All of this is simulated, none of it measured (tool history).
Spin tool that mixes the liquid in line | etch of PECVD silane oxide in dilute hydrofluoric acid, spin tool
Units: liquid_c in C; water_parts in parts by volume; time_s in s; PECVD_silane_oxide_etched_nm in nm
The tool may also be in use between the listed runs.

{"run": 1, "day": 0.0, "liquid_c": 24.0, "water_parts": 110, "time_s": 100, "PECVD_silane_oxide_etched_nm": 30.25}
{"run": 2, "day": 0.2, "liquid_c": 27.5, "water_parts": 110, "time_s": 100, "PECVD_silane_oxide_etched_nm": 34.587}
{"run": 3, "day": 0.404, "liquid_c": 30.5, "water_parts": 110, "time_s": 100, "PECVD_silane_oxide_etched_nm": 38.673}
{"run": 4, "day": 0.558, "liquid_c": 31.0, "water_parts": 95, "time_s": 100, "PECVD_silane_oxide_etched_nm": 46.876}
{"run": 5, "day": 0.621, "liquid_c": 31.5, "water_parts": 85, "time_s": 100, "PECVD_silane_oxide_etched_nm": 53.512}
{"run": 6, "day": 0.85, "liquid_c": 29.0, "water_parts": 85, "time_s": 100, "PECVD_silane_oxide_etched_nm": 49.255}

Run 7 comes next. What will it give?
{"run": 7, "day": 1.158, "liquid_c": 30.0, "water_parts": 80, "time_s": 100, "PECVD_silane_oxide_etched_nm": "?"}

PECVD_silane_oxide_etched_nm: 54.425 nm

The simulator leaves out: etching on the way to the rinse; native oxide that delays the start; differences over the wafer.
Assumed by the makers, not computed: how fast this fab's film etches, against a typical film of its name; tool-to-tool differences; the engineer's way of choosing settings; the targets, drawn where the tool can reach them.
